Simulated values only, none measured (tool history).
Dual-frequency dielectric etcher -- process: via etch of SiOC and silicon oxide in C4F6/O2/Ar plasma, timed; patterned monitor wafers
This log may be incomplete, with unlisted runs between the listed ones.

run  hour  source power (kW)  bias power (kW)  etch time (s)  mean etch depth across the wafer (angstrom)
  1     0               0.28            0.146            107                                       979.63
  2     9                0.3            0.148            107                                       1008.5
  3  14.5               0.27            0.148            107                                       982.46
  4  21.1               0.29            0.152            107                                       999.74
  5  21.8               0.29            0.137            107                                        967.2
  6    25               0.31            0.142            107                                       996.24
  7  33.6               0.32            0.147            107                                       1010.6
  8    35               0.33            0.152          107.5                                       1044.1
  9    43               0.34            0.154          107.5                                       1064.2

Run 10 has not been measured yet. What should we expect?
 10  49.7               0.34            0.155          107.5                                            ?

{"run 10": {"mean etch depth across the wafer (angstrom)": 1055}}
